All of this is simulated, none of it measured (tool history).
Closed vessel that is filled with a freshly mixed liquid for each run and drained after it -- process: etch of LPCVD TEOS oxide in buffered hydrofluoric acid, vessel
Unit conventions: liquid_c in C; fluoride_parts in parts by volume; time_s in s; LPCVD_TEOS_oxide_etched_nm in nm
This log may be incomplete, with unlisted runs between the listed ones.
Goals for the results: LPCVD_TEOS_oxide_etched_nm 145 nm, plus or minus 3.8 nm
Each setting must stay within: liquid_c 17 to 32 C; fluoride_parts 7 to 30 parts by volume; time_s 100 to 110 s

run    day  liquid_c  fluoride_parts  time_s  LPCVD_TEOS_oxide_etched_nm
  1      0        24              20     100                      125.88
  2  0.046      24.5              20     100                      129.46
  3  0.433      24.5              25     100                      112.77
  4  0.571      24.5              30     100                      98.991
  5  0.871      24.5              30     100                      97.612
  6  1.167      24.5              30     100                      98.889
  7  1.296      25.5              30     100                      102.86
  8  1.375      25.5              30     100                      105.03
  9  1.754      26.5              30     100                      110.07
 10  1.925      26.5              30     100                      109.63
 11  2.021      27.5              30     100                      115.51
 12  2.346      28.5              30     100                      121.28
 13  2.671        29              30     100                      127.29
 14  2.742      29.5              30     100                      129.61
 15  2.812        30              30     100                      132.53

5 candidate next runs follow, results not yet known. Just one meets every target within its allowed miss. Identify it.
  A  2.883        29            29.5     105                           ?
  B  2.883        32            29.5     105                           ?
  C  2.883        28              30     100                           ?
  D  2.883      29.5            27.5     105                           ?
  E  2.883      29.5              29     100                           ?

move  LPCVD_TEOS_oxide_etched_nm
   A                      133.16
   B                      156.15
   C                      118.82
   D                      143.47
   E                      131.78
A: an improvement on the last run, though not all results are within tolerance
B: carries the result that was furthest off beyond its target, to the other side
C: the biggest miss grows against the last run
D: all results in spec
E: the biggest miss grows against the last run
The right move is D.
